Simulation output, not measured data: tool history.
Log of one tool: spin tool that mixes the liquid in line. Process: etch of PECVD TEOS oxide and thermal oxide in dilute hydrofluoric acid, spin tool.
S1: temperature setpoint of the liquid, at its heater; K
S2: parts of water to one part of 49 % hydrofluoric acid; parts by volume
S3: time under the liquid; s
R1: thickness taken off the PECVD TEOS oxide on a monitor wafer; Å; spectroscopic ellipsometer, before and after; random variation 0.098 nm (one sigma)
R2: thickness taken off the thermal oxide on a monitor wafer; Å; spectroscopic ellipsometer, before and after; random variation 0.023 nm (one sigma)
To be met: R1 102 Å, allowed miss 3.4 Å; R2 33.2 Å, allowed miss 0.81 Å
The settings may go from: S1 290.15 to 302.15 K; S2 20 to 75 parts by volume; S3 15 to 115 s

run 1 hour=0 | S1=294.15 S2=45 S3=60 | R1=184.33 R2=59.319
run 2 hour=6.5 | S1=295.65 S2=45 S3=60 | R1=194.45 R2=63.484
run 3 hour=8.4 | S1=294.65 S2=50 S3=60 | R1=169.47 R2=55.572
run 4 hour=10.9 | S1=296.65 S2=50 S3=60 | R1=183.39 R2=59.573
run 5 hour=19.8 | S1=299.65 S2=50 S3=60 | R1=206.66 R2=67.8
run 6 hour=23 | S1=298.15 S2=50 S3=60 | R1=195.35 R2=62.818
run 7 hour=26.1 | S1=296.65 S2=55 S3=60 | R1=163.77 R2=53.643
run 8 hour=34.9 | S1=295.15 S2=55 S3=60 | R1=153.23 R2=50.478
run 9 hour=37.6 | S1=294.15 S2=55 S3=60 | R1=148.63 R2=48.589
run 10 hour=43.1 | S1=293.15 S2=55 S3=60 | R1=143.87 R2=46.599
run 11 hour=51 | S1=292.65 S2=55 S3=60 | R1=139.59 R2=45.294
run 12 hour=55.5 | S1=292.15 S2=55 S3=60 | R1=133.86 R2=44.397
run 13 hour=58.1 | S1=291.65 S2=55 S3=60 | R1=134.77 R2=43.655
run 14 hour=59.7 | S1=291.15 S2=55 S3=60 | R1=128.92 R2=42.853

5 next moves are on the table. One of them brings every result within its allowed miss. Which?
run A hour=61.3 | S1=296.15 S2=60 S3=45 | R1=? R2=?
run B hour=61.3 | S1=301.65 S2=30 S3=15 | R1=? R2=?
run C hour=61.3 | S1=290.15 S2=70 S3=60 | R1=? R2=?
run D hour=61.3 | S1=291.65 S2=60 S3=50 | R1=? R2=?
run E hour=61.3 | S1=291.15 S2=60 S3=55 | R1=? R2=?

move=A R1=111.99 R2=35.714
move=B R1=97.428 R2=31.069
move=C R1=98.291 R2=31.344
move=D R1=103.04 R2=32.859
move=E R1=110.95 R2=35.38
A: nearer than the last run, and not there yet
B: takes the result that was furthest off past its target
C: takes the result that was furthest off past its target
D: meets every target
E: nearer than the last run, and not there yet
Answer: D
